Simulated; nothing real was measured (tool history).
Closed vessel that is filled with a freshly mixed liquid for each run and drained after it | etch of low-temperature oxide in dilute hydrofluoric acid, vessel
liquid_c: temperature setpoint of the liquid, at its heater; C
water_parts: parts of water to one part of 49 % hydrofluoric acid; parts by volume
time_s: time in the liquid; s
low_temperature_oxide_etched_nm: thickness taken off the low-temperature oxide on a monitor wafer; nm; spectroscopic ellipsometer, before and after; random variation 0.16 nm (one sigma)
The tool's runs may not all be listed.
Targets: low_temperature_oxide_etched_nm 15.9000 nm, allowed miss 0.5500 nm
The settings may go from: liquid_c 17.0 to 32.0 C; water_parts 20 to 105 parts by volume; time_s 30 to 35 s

run,day,liquid_c,water_parts,time_s,low_temperature_oxide_etched_nm
1,0.000,24.0,55,35,9.4268
2,0.312,25.0,55,35,9.8362
3,0.600,21.5,55,35,8.6687
4,0.838,23.5,50,35,10.3570
5,0.975,23.5,50,30,8.7591
6,1.279,25.0,45,30,10.6360
7,1.533,29.0,40,30,13.9230
8,1.912,29.5,40,30,14.1360
# day 2.083: hydrofluoric acid flow meter replaced
9,2.083,30.0,40,30,13.1400

Which of these 5 next moves meets every target?
A,2.254,31.5,50,30,?
B,2.254,29.5,40,35,?
C,2.254,30.5,35,35,?
D,2.254,29.0,40,35,?
E,2.254,27.0,35,35,?

move,low_temperature_oxide_etched_nm
A,11.0830
B,15.1770
C,18.1900
D,14.8780
E,15.8030
A: further off than the last run
B: nearer than the last run, and not there yet
C: takes the result that was furthest off past its target
D: nearer than the last run, and not there yet
E: meets every target
Answer: E
